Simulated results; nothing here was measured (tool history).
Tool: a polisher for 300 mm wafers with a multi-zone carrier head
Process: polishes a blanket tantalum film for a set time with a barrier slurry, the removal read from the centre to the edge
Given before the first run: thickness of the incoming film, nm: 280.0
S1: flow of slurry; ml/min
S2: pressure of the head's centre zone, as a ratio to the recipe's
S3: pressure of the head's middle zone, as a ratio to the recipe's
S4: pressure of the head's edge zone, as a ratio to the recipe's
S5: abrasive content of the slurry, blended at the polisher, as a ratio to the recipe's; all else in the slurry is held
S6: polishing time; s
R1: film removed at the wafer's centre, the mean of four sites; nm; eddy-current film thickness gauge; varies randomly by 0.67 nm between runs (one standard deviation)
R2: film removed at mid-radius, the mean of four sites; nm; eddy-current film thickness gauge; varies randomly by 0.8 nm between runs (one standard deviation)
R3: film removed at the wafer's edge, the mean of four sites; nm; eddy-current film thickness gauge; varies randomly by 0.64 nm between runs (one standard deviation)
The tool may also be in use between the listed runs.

run,hour,S1,S2,S3,S4,S5,S6,R1,R2,R3
1,0.0,235,1.00,1.00,1.00,1.0,69,68.803,69.131,68.969
2,9.0,235,1.08,1.00,1.00,1.0,69,74.179,69.158,68.359
3,10.2,235,1.08,1.06,1.00,1.0,69,73.585,72.260,68.381
4,13.5,235,1.08,1.06,1.00,1.0,56,60.748,59.637,55.974
5,14.7,235,1.02,1.06,1.00,1.0,56,55.486,59.052,55.787
6,19.6,235,1.02,1.06,0.94,1.0,56,57.005,59.074,54.117
7,27.9,245,1.02,1.09,1.00,1.1,56,59.647,63.045,58.494

The next listed run, before its measurement:
8,36.2,285,0.96,1.19,1.10,1.2,56,?,?,?

{"run 8": {"R1": 60.612, "R2": 70.06, "R3": 63.365}}
